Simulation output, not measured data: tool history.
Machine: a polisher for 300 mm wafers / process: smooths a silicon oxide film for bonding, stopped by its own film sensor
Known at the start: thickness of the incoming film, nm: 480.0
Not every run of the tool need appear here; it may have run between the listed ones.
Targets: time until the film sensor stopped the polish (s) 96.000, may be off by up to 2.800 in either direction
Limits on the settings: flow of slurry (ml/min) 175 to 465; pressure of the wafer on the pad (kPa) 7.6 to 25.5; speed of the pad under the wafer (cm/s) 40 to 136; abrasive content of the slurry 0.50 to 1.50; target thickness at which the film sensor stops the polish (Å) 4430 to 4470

run  hour  flow of slurry (ml/min)  pressure of the wafer on the pad (kPa)  speed of the pad under the wafer (cm/s)  abrasive content of the slurry  target thickness at which the film sensor stops the polish (Å)  time until the film sensor stopped the polish (s)
  1   0.0                      295                                    16.5                                       88                            1.00                                                            4430                                             45.393
  2   2.4                      240                                    16.5                                       88                            1.00                                                            4430                                             45.794
  3   6.6                      240                                    20.0                                       88                            1.00                                                            4430                                             38.691
  4  12.3                      240                                    15.9                                       78                            1.00                                                            4430                                             52.133
  5  15.8                      240                                    15.9                                       78                            1.10                                                            4430                                             50.223
  6  23.7                      240                                    13.1                                       70                            1.10                                                            4430                                             66.213
  7  31.5                      240                                    13.1                                       70                            1.10                                                            4430                                             66.210
  8  32.5                      240                                    11.0                                       70                            1.10                                                            4430                                             77.621
  9  33.3                      240                                    10.3                                       70                            1.10                                                            4430                                             82.724
 10  42.0                      235                                     7.6                                       70                            1.10                                                            4430                                            110.050
 11  50.4                      250                                     8.3                                       70                            1.10                                                            4430                                            102.020

Which one of the following 4 next-run settings gets every result inside its allowed miss? There is exactly one.
  A  58.8                      260                                     8.3                                       70                            1.05                                                            4430                                                  ?
  B  58.8                      390                                     9.7                                       48                            1.15                                                            4470                                                  ?
  C  58.8                      265                                     9.0                                       64                            1.00                                                            4430                                                  ?
  D  58.8                      225                                     7.6                                       68                            1.30                                                            4450                                                  ?

move  time until the film sensor stopped the polish (s)
   A                                            101.610
   B                                             95.199
   C                                            101.710
   D                                            100.830
A: closes in on the targets versus the last run, not all within tolerance yet
B: every result lands within tolerance
C: closes in on the targets versus the last run, not all within tolerance yet
D: closes in on the targets versus the last run, not all within tolerance yet
B meets every target.

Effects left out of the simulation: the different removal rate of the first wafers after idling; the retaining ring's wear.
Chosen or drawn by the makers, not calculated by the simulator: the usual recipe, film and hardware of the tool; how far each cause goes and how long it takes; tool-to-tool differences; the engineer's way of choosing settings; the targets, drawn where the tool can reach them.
